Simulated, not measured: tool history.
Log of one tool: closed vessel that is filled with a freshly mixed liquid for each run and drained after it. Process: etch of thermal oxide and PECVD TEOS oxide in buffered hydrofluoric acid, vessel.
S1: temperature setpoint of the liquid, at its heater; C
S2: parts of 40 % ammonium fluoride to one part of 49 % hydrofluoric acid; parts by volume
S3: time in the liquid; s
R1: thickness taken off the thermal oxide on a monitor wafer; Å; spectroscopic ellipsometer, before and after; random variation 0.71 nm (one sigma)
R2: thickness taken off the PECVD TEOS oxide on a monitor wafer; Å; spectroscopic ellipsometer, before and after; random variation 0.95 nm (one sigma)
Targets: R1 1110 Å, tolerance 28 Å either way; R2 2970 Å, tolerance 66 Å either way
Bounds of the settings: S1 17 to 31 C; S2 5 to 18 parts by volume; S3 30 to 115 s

run 1 day=0 | S1=23 S2=11 S3=60 | R1=690.55 R2=1868.7
run 2 day=0.238 | S1=23 S2=14 S3=60 | R1=550.35 R2=1465.9
run 3 day=0.379 | S1=23 S2=14 S3=85 | R1=779.8 R2=2068.3
run 4 day=0.546 | S1=23 S2=16 S3=85 | R1=683.9 R2=1821.2
run 5 day=0.729 | S1=19.5 S2=16 S3=85 | R1=566.24 R2=1501.1
run 6 day=0.804 | S1=19.5 S2=18 S3=85 | R1=502.86 R2=1347.2
run 7 day=0.867 | S1=22 S2=17 S3=85 | R1=606.76 R2=1628.5
run 8 day=1.104 | S1=24 S2=16.5 S3=85 | R1=705.02 R2=1875.9
run 9 day=1.483 | S1=25.5 S2=16 S3=85 | R1=779.09 R2=2089.7
run 10 day=1.838 | S1=29.5 S2=14.5 S3=85 | R1=1070.4 R2=2846.3

Which one of the following 5 next-run settings gets every result inside its allowed miss? There is exactly one.
run A day=2.192 | S1=28 S2=13.5 S3=85 | R1=? R2=?
run B day=2.192 | S1=31 S2=14 S3=75 | R1=? R2=?
run C day=2.192 | S1=30.5 S2=15.5 S3=90 | R1=? R2=?
run D day=2.192 | S1=30 S2=5 S3=30 | R1=? R2=?
run E day=2.192 | S1=28.5 S2=9.5 S3=60 | R1=? R2=?

move=A R1=1046.2 R2=2830.4
move=B R1=1041.4 R2=2817.5
move=C R1=1102.4 R2=2982.4
move=D R1=1025.3 R2=2774
move=E R1=1048.9 R2=2837.8
A: its largest miss is bigger than the last run's
B: its largest miss is bigger than the last run's
C: each result inside its tolerance
D: its largest miss is bigger than the last run's
E: its largest miss is bigger than the last run's
The right move is C.

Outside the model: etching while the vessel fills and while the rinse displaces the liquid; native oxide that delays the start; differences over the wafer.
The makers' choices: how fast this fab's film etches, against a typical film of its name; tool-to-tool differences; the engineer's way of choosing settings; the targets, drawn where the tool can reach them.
